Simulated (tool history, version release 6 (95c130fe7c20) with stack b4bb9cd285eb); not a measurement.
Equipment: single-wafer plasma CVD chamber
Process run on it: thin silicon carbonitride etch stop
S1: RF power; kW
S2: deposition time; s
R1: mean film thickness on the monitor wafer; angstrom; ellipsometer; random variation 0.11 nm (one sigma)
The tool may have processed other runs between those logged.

{"run": 1, "hour": 0.0, "S1": 0.215, "S2": 26.3, "R1": 160.89}
{"run": 2, "hour": 3.6, "S1": 0.215, "S2": 29.1, "R1": 177.46}
{"run": 3, "hour": 6.9, "S1": 0.215, "S2": 26.4, "R1": 160.37}
{"run": 4, "hour": 12.7, "S1": 0.2, "S2": 26.4, "R1": 157.48}
{"run": 5, "hour": 19.8, "S1": 0.21, "S2": 27.4, "R1": 165.31}
{"run": 6, "hour": 21.6, "S1": 0.225, "S2": 27.4, "R1": 167.95}
{"run": 7, "hour": 27.1, "S1": 0.23, "S2": 28.3, "R1": 173.64}
{"run": 8, "hour": 32.6, "S1": 0.23, "S2": 29.1, "R1": 181.2}
{"run": 9, "hour": 38.6, "S1": 0.235, "S2": 29.6, "R1": 185.66}
{"run": 10, "hour": 45.0, "S1": 0.24, "S2": 30, "R1": 188.58}

Run 11, settings as shown, results not yet in. Your forecast:
{"run": 11, "hour": 52.6, "S1": 0.245, "S2": 30.4, "R1": "?"}

R1: 192.45 angstrom

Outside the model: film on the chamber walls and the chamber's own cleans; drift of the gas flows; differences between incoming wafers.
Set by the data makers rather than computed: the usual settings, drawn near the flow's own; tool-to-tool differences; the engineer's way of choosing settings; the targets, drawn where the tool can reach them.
